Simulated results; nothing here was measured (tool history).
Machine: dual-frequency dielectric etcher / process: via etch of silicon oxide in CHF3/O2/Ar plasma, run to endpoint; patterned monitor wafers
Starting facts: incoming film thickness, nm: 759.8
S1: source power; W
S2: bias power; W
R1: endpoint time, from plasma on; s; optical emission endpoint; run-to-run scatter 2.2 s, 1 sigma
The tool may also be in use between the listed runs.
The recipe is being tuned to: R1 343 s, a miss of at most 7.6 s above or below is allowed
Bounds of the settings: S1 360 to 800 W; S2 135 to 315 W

| run | hour | S1 | S2 | R1 |
|---|---|---|---|---|
| 1 | 0 | 580 | 225 | 391.22 |
| 2 | 0.7 | 620 | 229 | 377.78 |
| 3 | 3.4 | 650 | 232 | 369.43 |
| 4 | 7 | 670 | 234 | 364.49 |
| 5 | 12.3 | 640 | 234 | 365.74 |
| 6 | 13.4 | 660 | 236 | 365.09 |
| 7 | 20.8 | 680 | 238 | 357.77 |
| 8 | 24.7 | 690 | 239 | 357.09 |
| 9 | 30.7 | 700 | 241 | 353.33 |

Exercise: of the 4 proposed moves below, exactly one satisfies all targets within the stated allowed misses. Which move is it?
| A | 36.7 | 630 | 235 | ? |
| B | 36.7 | 780 | 226 | ? |
| C | 36.7 | 670 | 216 | ? |
| D | 36.7 | 620 | 220 | ? |

| move | R1 |
|---|---|
| A | 366.12 |
| B | 341.16 |
| C | 366.17 |
| D | 375.28 |
A: lands further from the targets than the last run did
B: every result lands within tolerance
C: lands further from the targets than the last run did
D: lands further from the targets than the last run did
B meets every target.
